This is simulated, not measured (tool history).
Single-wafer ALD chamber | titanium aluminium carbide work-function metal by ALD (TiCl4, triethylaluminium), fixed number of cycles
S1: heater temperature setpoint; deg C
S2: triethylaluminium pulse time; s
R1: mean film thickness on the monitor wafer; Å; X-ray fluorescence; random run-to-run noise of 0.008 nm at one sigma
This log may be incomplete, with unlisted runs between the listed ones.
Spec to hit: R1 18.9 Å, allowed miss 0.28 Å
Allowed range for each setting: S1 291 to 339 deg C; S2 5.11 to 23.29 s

Run 1, hour 0: S1 315 deg C, S2 14.2 s. Result: R1 21.793 Å.
Run 2, hour 3.7: S1 309 deg C, S2 11.91 s. Result: R1 20.975 Å.
Run 3, hour 4.7: S1 304 deg C, S2 10.67 s. Result: R1 20.069 Å.
Run 4, hour 12.8: S1 299 deg C, S2 10.67 s. Result: R1 19.763 Å.
Run 5, hour 14.9: S1 299 deg C, S2 12.65 s. Result: R1 20.393 Å.
Run 6, hour 20.4: S1 297 deg C, S2 11.63 s. Result: R1 19.788 Å.
Run 7, hour 25.1: S1 296 deg C, S2 11.12 s. Result: R1 19.68 Å.
Run 8, hour 28.1: S1 295 deg C, S2 10.62 s. Result: R1 19.3 Å.

Exercise: of the 4 proposed moves below, exactly one satisfies all targets within the stated allowed misses. Which move is it?
Run A, hour 31.1: S1 291 deg C, S2 10.12 s. Result: R1 ?.
Run B, hour 31.1: S1 301 deg C, S2 10.55 s. Result: R1 ?.
Run C, hour 31.1: S1 307 deg C, S2 9.68 s. Result: R1 ?.
Run D, hour 31.1: S1 293 deg C, S2 12.03 s. Result: R1 ?.

move      R1
   A  18.759
   B  19.787
   C  19.665
   D  19.689
A: every result within its allowed miss
B: lands further from the targets than the last run did
C: lands further from the targets than the last run did
D: lands further from the targets than the last run did
A is the move that brings every result within its allowed miss.

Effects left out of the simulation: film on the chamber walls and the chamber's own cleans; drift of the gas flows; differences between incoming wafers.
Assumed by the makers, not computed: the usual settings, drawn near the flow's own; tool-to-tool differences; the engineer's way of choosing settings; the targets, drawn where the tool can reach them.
